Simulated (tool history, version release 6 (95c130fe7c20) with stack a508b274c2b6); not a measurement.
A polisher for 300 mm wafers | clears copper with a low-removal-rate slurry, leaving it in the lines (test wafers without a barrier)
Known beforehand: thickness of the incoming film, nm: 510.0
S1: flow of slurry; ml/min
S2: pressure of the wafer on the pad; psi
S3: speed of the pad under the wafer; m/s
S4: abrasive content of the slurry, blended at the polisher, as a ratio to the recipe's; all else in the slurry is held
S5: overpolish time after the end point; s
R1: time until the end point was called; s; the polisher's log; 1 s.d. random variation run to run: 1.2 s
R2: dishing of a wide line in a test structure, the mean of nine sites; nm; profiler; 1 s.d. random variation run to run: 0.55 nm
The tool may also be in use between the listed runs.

run  hour   S1   S2    S3  S4  S5      R1      R2
  1     0  190  4.1  1.06   1  18  108.39  39.311
  2     9  190  3.3  1.06   1  18  128.63  34.802
  3    11  190  3.9  1.08   1  17  107.48  38.056
  4  15.4  190  3.9   0.9   1  17  125.26  33.748
  5  18.3  190  4.5  0.92   1  17  114.64   36.32
  6  24.2  190  3.9  0.92   1  17  129.93  35.434
  7  26.2  190  4.5  0.94   1  17  108.68  37.549

Expected results for the next run?
  8  32.3  190   5  0.94   1  17   ?   ?

{"run 8": {"R1": 96.755, "R2": 38.711}}
